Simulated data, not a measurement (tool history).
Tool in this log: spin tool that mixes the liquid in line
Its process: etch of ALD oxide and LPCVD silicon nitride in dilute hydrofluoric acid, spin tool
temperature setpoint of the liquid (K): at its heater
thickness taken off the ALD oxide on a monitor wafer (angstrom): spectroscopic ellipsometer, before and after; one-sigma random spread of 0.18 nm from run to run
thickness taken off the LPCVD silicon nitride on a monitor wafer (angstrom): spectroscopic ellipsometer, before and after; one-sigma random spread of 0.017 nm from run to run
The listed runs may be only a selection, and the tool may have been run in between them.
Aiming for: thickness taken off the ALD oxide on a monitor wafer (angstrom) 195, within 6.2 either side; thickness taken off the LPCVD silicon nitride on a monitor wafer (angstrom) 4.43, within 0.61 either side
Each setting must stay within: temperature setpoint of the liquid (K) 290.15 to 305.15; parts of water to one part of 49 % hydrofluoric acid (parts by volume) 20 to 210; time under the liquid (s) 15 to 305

run	hour	temperature setpoint of the liquid (K)	parts of water to one part of 49 % hydrofluoric acid (parts by volume)	time under the liquid (s)	thickness taken off the ALD oxide on a monitor wafer (angstrom)	thickness taken off the LPCVD silicon nitride on a monitor wafer (angstrom)
1	0	297.15	115	155	270.09	6.3266
2	5.3	297.15	140	155	216.72	5.1988
3	9	296.65	140	155	208.98	5.3388
4	14.1	296.65	105	155	294.21	6.8182
5	16.9	295.65	110	155	271.39	6.1033
6	17.8	295.15	115	155	247.28	5.7739
7	18.6	294.15	115	155	240.17	5.3453
8	27.3	293.65	115	155	236.11	4.7404
9	33.9	293.65	120	155	222.85	4.6974
10	35.3	293.65	125	155	208.41	4.6334
11	40.6	293.15	130	160	202.3	4.2436

Below are 5 possible settings for the next run. Only one of them brings all results inside the allowed miss of their targets. Which is it?
A	45.9	291.15	130	180	?	?
B	45.9	293.15	125	160	?	?
C	45.9	293.65	170	205	?	?
D	45.9	292.65	125	160	?	?
E	45.9	290.65	105	145	?	?

move	thickness taken off the ALD oxide on a monitor wafer (angstrom)	thickness taken off the LPCVD silicon nitride on a monitor wafer (angstrom)
A	211.86	4.3915
B	213.59	4.6454
C	195.78	4.5596
D	209.31	4.4911
E	212.37	4.2035
A: the biggest miss grows against the last run
B: the biggest miss grows against the last run
C: each result inside its tolerance
D: the biggest miss grows against the last run
E: the biggest miss grows against the last run
Move C is the one to make.
